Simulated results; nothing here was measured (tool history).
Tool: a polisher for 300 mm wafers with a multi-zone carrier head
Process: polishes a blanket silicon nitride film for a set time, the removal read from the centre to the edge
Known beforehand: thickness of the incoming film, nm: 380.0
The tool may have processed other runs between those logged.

run	hour	flow of slurry (ml/min)	pressure of the head's centre zone	pressure of the head's middle zone	pressure of the head's edge zone	polishing time (s)	film removed at the wafer's centre (nm)	film removed at mid-radius (nm)	film removed at the wafer's edge (nm)
1	0.0	250	1.00	1.00	1.00	53	108.99	108.75	111.25
2	4.0	260	1.04	1.02	1.04	60	127.14	125.81	128.00
3	8.5	265	1.08	1.02	1.06	66	142.87	138.46	144.17
4	9.8	200	1.08	1.02	1.06	66	141.49	135.30	137.31
5	12.8	220	1.11	1.03	1.07	70	154.74	146.31	151.18
6	18.4	195	1.11	1.03	1.07	70	151.79	143.53	146.50

Run 7 is up next; what results do you expect?
7	21.7	225	1.14	1.04	1.07	72	?	?	?

film removed at the wafer's centre (nm): 162.43
film removed at mid-radius (nm): 151.75
film removed at the wafer's edge (nm): 153.94

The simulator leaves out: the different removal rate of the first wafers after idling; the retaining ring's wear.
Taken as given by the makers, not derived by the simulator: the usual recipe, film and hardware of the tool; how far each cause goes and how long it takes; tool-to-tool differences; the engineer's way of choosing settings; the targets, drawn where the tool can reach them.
